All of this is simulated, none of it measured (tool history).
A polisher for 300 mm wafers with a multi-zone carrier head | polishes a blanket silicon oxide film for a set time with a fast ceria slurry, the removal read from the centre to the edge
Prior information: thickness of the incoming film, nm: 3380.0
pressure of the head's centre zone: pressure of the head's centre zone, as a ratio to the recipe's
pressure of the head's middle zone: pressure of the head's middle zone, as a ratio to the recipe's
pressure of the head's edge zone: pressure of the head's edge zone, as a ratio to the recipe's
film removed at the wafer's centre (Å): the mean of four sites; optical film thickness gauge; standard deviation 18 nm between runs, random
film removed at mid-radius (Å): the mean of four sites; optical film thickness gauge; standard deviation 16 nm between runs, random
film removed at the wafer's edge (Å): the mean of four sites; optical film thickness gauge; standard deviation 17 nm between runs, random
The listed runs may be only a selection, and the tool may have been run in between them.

run  hour  flow of slurry (ml/min)  pressure of the head's centre zone  pressure of the head's middle zone  pressure of the head's edge zone  polishing time (s)  film removed at the wafer's centre (Å)  film removed at mid-radius (Å)  film removed at the wafer's edge (Å)
  1   0.0                      195                                1.00                                1.00                              1.00                  46                                   10536                          9216.1                                9941.3
  2   7.8                      200                                1.01                                1.03                              1.01                  48                                   10892                         10096.0                               10589.0
  3  16.1                      200                                1.01                                1.07                              1.01                  48                                   10822                         10473.0                               10787.0
  4  19.7                      210                                1.04                                1.09                              1.01                  49                                   11265                         10995.0                               11180.0
  5  26.8                      210                                0.97                                1.09                              1.01                  49                                   10889                         10948.0                               10932.0
  6  34.3                      210                                0.97                                1.12                              1.01                  49                                   10856                         10982.0                               11224.0

Run 7 comes next. What will it give?
  7  37.7                      265                                1.07                                1.19                              0.91                  57                                       ?                               ?                                     ?

Run 7 produced film removed at the wafer's centre (Å) 14285, film removed at mid-radius (Å) 14219.0, film removed at the wafer's edge (Å) 12496.0.
